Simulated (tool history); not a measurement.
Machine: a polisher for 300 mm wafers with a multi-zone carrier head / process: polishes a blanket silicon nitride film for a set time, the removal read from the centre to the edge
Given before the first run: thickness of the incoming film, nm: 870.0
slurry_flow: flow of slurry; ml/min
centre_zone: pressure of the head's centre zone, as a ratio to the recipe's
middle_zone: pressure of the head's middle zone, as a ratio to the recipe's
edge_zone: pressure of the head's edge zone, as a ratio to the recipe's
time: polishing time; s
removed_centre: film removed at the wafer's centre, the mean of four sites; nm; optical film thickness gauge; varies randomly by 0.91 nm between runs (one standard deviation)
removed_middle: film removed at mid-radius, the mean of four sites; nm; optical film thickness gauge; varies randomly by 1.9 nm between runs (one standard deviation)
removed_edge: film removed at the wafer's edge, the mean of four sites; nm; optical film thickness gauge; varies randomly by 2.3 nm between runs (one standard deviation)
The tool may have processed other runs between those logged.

Run 1, hour 0.0: slurry_flow 225 ml/min, centre_zone 1.00, middle_zone 1.00, edge_zone 1.00, time 62 s. Result: removed_centre 129.85 nm, removed_middle 123.87 nm, removed_edge 126.14 nm.
Run 2, hour 6.3: slurry_flow 225 ml/min, centre_zone 1.00, middle_zone 1.00, edge_zone 1.06, time 62 s. Result: removed_centre 129.84 nm, removed_middle 124.30 nm, removed_edge 131.16 nm.
Run 3, hour 9.0: slurry_flow 225 ml/min, centre_zone 1.00, middle_zone 1.00, edge_zone 1.12, time 62 s. Result: removed_centre 128.94 nm, removed_middle 125.07 nm, removed_edge 133.44 nm.
Run 4, hour 16.6: slurry_flow 230 ml/min, centre_zone 0.99, middle_zone 1.00, edge_zone 1.13, time 64 s. Result: removed_centre 131.72 nm, removed_middle 130.06 nm, removed_edge 138.70 nm.
Run 5, hour 20.6: slurry_flow 230 ml/min, centre_zone 0.98, middle_zone 1.00, edge_zone 1.14, time 66 s. Result: removed_centre 135.28 nm, removed_middle 131.54 nm, removed_edge 144.34 nm.
Run 6, hour 22.3: slurry_flow 230 ml/min, centre_zone 0.98, middle_zone 1.00, edge_zone 1.06, time 66 s. Result: removed_centre 133.22 nm, removed_middle 132.27 nm, removed_edge 139.35 nm.

Forecast run 7:
Run 7, hour 30.7: slurry_flow 235 ml/min, centre_zone 0.98, middle_zone 1.01, edge_zone 1.08, time 67 s. Result: removed_centre ?, removed_middle ?, removed_edge ?.

Run 7 came out at removed_centre 136.74 nm, removed_middle 137.94 nm, removed_edge 143.45 nm.
